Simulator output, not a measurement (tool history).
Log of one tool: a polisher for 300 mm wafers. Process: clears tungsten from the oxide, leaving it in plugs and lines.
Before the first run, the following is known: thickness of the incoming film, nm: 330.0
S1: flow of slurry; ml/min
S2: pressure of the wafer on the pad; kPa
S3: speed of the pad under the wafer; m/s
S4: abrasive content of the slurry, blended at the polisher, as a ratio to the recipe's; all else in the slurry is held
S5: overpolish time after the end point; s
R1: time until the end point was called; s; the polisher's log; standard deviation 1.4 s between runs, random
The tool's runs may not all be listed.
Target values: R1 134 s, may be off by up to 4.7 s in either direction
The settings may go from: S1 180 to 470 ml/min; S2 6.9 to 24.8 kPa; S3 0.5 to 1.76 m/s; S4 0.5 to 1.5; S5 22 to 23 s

run	hour	S1	S2	S3	S4	S5	R1
1	0	300	15.9	1.12	1	22	95.871
2	5.3	300	15.9	1.12	0.9	22	99.559
3	13.4	300	15.2	1.12	0.9	22	105.96
4	16.2	300	15.2	1.12	0.9	22	105.42
5	19.7	300	14.5	1.12	0.9	22	111.12
6	20.4	300	13.8	1.12	0.9	22	112.98
7	26.5	300	10.3	1.1	0.9	22	153.65
8	28	300	10.3	1.1	0.9	22	153.58

Which single option among these 4 for the next run brings every result within its allowed miss of target? Just one does.
A	29.5	320	9	1.32	0.8	23	?
B	29.5	280	12.4	1.06	0.85	22	?
C	29.5	295	9	1.16	0.85	23	?
D	29.5	265	12.4	0.7	0.75	23	?

move	R1
A	155.89
B	133.33
C	169.72
D	182.76
A: its largest miss is bigger than the last run's
B: meets every target
C: its largest miss is bigger than the last run's
D: its largest miss is bigger than the last run's
Move B is the one to make.

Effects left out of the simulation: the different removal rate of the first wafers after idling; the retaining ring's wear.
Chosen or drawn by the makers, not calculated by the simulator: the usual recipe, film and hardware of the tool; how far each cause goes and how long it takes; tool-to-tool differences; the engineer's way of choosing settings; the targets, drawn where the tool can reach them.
